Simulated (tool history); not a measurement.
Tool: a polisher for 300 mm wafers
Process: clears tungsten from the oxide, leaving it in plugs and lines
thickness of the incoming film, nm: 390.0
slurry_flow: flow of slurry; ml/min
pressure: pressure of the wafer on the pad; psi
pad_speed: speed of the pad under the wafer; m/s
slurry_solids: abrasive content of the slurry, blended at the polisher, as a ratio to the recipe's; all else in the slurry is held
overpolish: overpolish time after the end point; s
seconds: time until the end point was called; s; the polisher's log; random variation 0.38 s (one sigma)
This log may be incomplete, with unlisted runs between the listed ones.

{"run": 1, "hour": 0.0, "slurry_flow": 240, "pressure": 3, "pad_speed": 1.34, "slurry_solids": 1, "overpolish": 22, "seconds": 65.002}
{"run": 2, "hour": 0.6, "slurry_flow": 240, "pressure": 3, "pad_speed": 1.08, "slurry_solids": 1, "overpolish": 22, "seconds": 78.847}
{"run": 3, "hour": 3.0, "slurry_flow": 240, "pressure": 3, "pad_speed": 1.08, "slurry_solids": 0.8, "overpolish": 22, "seconds": 84.417}
{"run": 4, "hour": 9.0, "slurry_flow": 240, "pressure": 3.5, "pad_speed": 1.08, "slurry_solids": 0.8, "overpolish": 22, "seconds": 73.332}
{"run": 5, "hour": 15.6, "slurry_flow": 240, "pressure": 3.5, "pad_speed": 0.82, "slurry_solids": 0.8, "overpolish": 22, "seconds": 93.89}
{"run": 6, "hour": 23.9, "slurry_flow": 240, "pressure": 3.5, "pad_speed": 0.6, "slurry_solids": 0.8, "overpolish": 22, "seconds": 126.21}
{"run": 7, "hour": 31.8, "slurry_flow": 240, "pressure": 3.5, "pad_speed": 0.6, "slurry_solids": 0.8, "overpolish": 22, "seconds": 126.29}

Run 8 comes next. What will it give?
{"run": 8, "hour": 35.2, "slurry_flow": 245, "pressure": 3.9, "pad_speed": 0.78, "slurry_solids": 0.8, "overpolish": 22, "seconds": "?"}

seconds: 89.698 s

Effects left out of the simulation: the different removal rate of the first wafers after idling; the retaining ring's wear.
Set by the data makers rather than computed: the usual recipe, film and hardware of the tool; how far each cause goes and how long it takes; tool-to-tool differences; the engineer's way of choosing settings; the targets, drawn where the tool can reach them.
